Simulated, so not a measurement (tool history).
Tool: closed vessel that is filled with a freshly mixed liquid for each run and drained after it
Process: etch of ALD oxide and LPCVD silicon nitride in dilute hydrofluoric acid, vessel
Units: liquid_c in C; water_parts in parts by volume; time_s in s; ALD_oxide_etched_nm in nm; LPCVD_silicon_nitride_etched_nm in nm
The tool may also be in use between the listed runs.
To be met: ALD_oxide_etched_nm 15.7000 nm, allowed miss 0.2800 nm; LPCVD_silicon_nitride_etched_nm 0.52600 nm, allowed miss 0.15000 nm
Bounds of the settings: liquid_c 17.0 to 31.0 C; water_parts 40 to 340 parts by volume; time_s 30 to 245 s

run,hour,liquid_c,water_parts,time_s,ALD_oxide_etched_nm,LPCVD_silicon_nitride_etched_nm
1,0.0,23.0,190,125,8.8719,0.31791
2,6.2,23.0,260,125,6.0553,0.20261
3,11.8,25.0,220,125,7.9210,0.23013
4,17.6,22.0,220,125,7.0981,0.24319
5,19.5,22.0,220,100,5.6892,0.21300
6,22.2,24.5,220,100,6.2565,0.22127
7,27.7,26.5,180,100,8.5400,0.31374
8,31.1,30.5,105,100,18.8050,0.60293
# hour 39.8: thermometer replaced
9,39.8,29.5,105,100,18.9020,0.67775
10,48.1,28.0,105,100,18.0390,0.64078
11,51.8,28.0,105,100,18.0580,0.64239
12,56.1,26.5,105,100,16.8840,0.56798
13,59.5,26.0,105,100,16.6110,0.48951

4 next moves are on the table. One of them brings every result within its allowed miss. Which?
A,62.9,26.0,105,95,?,?
B,62.9,25.0,115,115,?,?
C,62.9,27.5,105,85,?,?
D,62.9,27.5,40,30,?,?

move,ALD_oxide_etched_nm,LPCVD_silicon_nitride_etched_nm
A,15.7980,0.47051
B,16.5880,0.48774
C,14.9750,0.46360
D,15.1910,0.42528
A: meets every target
B: as far off as the last run
C: takes the result that was furthest off past its target
D: takes the result that was furthest off past its target
Answer: A
